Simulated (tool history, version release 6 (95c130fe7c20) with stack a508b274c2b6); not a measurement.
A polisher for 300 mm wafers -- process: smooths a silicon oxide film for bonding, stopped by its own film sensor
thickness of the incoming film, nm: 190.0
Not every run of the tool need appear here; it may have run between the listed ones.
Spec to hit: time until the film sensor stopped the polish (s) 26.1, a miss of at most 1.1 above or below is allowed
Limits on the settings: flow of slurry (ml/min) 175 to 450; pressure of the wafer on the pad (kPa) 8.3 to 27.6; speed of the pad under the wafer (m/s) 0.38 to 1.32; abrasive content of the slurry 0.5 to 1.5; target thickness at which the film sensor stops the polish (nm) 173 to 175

run  hour  flow of slurry (ml/min)  pressure of the wafer on the pad (kPa)  speed of the pad under the wafer (m/s)  abrasive content of the slurry  target thickness at which the film sensor stops the polish (nm)  time until the film sensor stopped the polish (s)
  1     0                      290                                    17.9                                    0.84                               1                                                              173                                             19.128
  2   2.5                      330                                    17.9                                    0.84                               1                                                              173                                             18.833
  3   8.5                      330                                    17.9                                    0.98                               1                                                              173                                             16.965
  4  16.4                      305                                    17.9                                    0.98                               1                                                              173                                             17.185
  5    25                      305                                    15.9                                    0.98                               1                                                              173                                             18.307
  6  28.3                      305                                    13.8                                    0.96                               1                                                              173                                             20.091
  7  32.2                      305                                    12.4                                    0.94                               1                                                              173                                             22.034
  8  33.4                      305                                    11.7                                    0.94                               1                                                              173                                             22.295
  9    34                      305                                      11                                    0.92                               1                                                              173                                             23.371
 10  41.6                      305                                    10.3                                    0.92                               1                                                              173                                             24.093
 11  49.2                      305                                     9.7                                    0.92                               1                                                              173                                             25.212
 12  55.7                      305                                     9.7                                    0.92                               1                                                              173                                             24.938

Exactly one of the 5 candidate moves below puts every result within its allowed miss. Which one?
  A  62.2                      325                                     9.7                                    0.86                            1.05                                                              174                                                  ?
  B  62.2                      280                                      11                                    0.94                            0.85                                                              175                                                  ?
  C  62.2                      315                                    10.3                                    0.86                            0.95                                                              175                                                  ?
  D  62.2                      320                                    13.8                                       1                             0.7                                                              174                                                  ?
  E  62.2                      290                                    10.3                                    0.84                               1                                                              173                                                  ?

move  time until the film sensor stopped the polish (s)
   A                                             24.141
   B                                             22.706
   C                                             23.257
   D                                             23.466
   E                                             26.214
A: misses by more than the last run did
B: misses by more than the last run did
C: misses by more than the last run did
D: misses by more than the last run did
E: in spec on every target
E is the move that brings every result within its allowed miss.

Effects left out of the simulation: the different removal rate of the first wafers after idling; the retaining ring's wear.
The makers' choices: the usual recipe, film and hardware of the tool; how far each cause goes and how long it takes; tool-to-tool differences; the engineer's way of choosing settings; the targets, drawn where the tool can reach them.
